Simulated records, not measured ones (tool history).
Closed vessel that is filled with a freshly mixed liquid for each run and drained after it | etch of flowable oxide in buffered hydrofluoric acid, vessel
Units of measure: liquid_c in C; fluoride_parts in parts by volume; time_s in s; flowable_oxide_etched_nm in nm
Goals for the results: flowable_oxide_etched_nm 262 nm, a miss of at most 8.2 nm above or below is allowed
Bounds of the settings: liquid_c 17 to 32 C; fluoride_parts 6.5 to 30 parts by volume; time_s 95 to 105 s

run 1 hour=0 | liquid_c=24 fluoride_parts=18.5 time_s=95 | flowable_oxide_etched_nm=188.54
run 2 hour=6.2 | liquid_c=24 fluoride_parts=23 time_s=95 | flowable_oxide_etched_nm=159.7
run 3 hour=14.7 | liquid_c=24 fluoride_parts=25.5 time_s=95 | flowable_oxide_etched_nm=147.66
run 4 hour=20.4 | liquid_c=21 fluoride_parts=25.5 time_s=95 | flowable_oxide_etched_nm=126.56
run 5 hour=22.2 | liquid_c=18 fluoride_parts=25.5 time_s=95 | flowable_oxide_etched_nm=105.19
run 6 hour=27.6 | liquid_c=18 fluoride_parts=25.5 time_s=95 | flowable_oxide_etched_nm=106.62
run 7 hour=30 | liquid_c=21.5 fluoride_parts=24 time_s=95 | flowable_oxide_etched_nm=133.44
run 8 hour=38.8 | liquid_c=25.5 fluoride_parts=18 time_s=95 | flowable_oxide_etched_nm=212.54
run 9 hour=41.4 | liquid_c=26.5 fluoride_parts=18 time_s=95 | flowable_oxide_etched_nm=223.86
run 10 hour=41.9 | liquid_c=27 fluoride_parts=18 time_s=95 | flowable_oxide_etched_nm=231.83
run 11 hour=50.9 | liquid_c=27.5 fluoride_parts=18 time_s=95 | flowable_oxide_etched_nm=236.91

Consider the 5 candidate settings below. Which is the only one whose results all fall within their allowed miss of target?
run A hour=59.9 | liquid_c=30.5 fluoride_parts=19 time_s=95 | flowable_oxide_etched_nm=?
run B hour=59.9 | liquid_c=28 fluoride_parts=21.5 time_s=95 | flowable_oxide_etched_nm=?
run C hour=59.9 | liquid_c=27.5 fluoride_parts=19.5 time_s=105 | flowable_oxide_etched_nm=?
run D hour=59.9 | liquid_c=28.5 fluoride_parts=19 time_s=100 | flowable_oxide_etched_nm=?
run E hour=59.9 | liquid_c=27 fluoride_parts=20 time_s=100 | flowable_oxide_etched_nm=?

move=A flowable_oxide_etched_nm=261.57
move=B flowable_oxide_etched_nm=207.32
move=C flowable_oxide_etched_nm=240.34
move=D flowable_oxide_etched_nm=247.7
move=E flowable_oxide_etched_nm=217.35
A: every result within its allowed miss
B: the biggest miss grows against the last run
C: nearer than the last run, and not there yet
D: nearer than the last run, and not there yet
E: the biggest miss grows against the last run
Move A is the one to make.
